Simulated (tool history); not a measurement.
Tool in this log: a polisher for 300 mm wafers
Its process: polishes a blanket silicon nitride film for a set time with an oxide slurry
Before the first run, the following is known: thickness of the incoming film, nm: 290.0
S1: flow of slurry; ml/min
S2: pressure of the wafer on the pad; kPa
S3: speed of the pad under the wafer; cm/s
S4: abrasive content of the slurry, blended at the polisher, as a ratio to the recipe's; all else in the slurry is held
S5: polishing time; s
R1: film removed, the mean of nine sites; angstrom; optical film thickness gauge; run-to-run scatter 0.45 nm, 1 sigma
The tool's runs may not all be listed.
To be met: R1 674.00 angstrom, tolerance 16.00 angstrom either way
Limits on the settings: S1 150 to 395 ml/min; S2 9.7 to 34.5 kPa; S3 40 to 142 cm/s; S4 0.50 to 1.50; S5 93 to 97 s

run,hour,S1,S2,S3,S4,S5,R1
1,0.0,250,22.1,90,1.00,93,577.64
2,8.2,260,22.8,90,1.00,93,596.41
3,11.7,265,23.4,90,1.00,93,625.12
4,15.4,210,23.4,90,1.00,93,598.31
5,16.4,240,24.1,90,1.00,93,622.73
6,25.3,275,24.1,90,1.00,93,630.61
7,34.2,275,24.8,90,1.00,93,649.07
8,39.2,280,24.8,90,1.00,93,658.98
9,43.1,285,24.8,90,1.00,93,652.34

Exercise: of the 5 proposed moves below, exactly one satisfies all targets within the stated allowed misses. Which move is it?
A,47.0,300,26.2,78,1.20,94,?
B,47.0,260,23.4,88,1.05,93,?
C,47.0,200,24.1,82,1.10,97,?
D,47.0,280,26.2,84,0.95,93,?
E,47.0,270,24.8,86,1.05,93,?

move,R1
A,679.74
B,617.88
C,624.83
D,631.39
E,642.36
A: each result inside its tolerance
B: its largest miss is bigger than the last run's
C: its largest miss is bigger than the last run's
D: its largest miss is bigger than the last run's
E: its largest miss is bigger than the last run's
A is the move that brings every result within its allowed miss.

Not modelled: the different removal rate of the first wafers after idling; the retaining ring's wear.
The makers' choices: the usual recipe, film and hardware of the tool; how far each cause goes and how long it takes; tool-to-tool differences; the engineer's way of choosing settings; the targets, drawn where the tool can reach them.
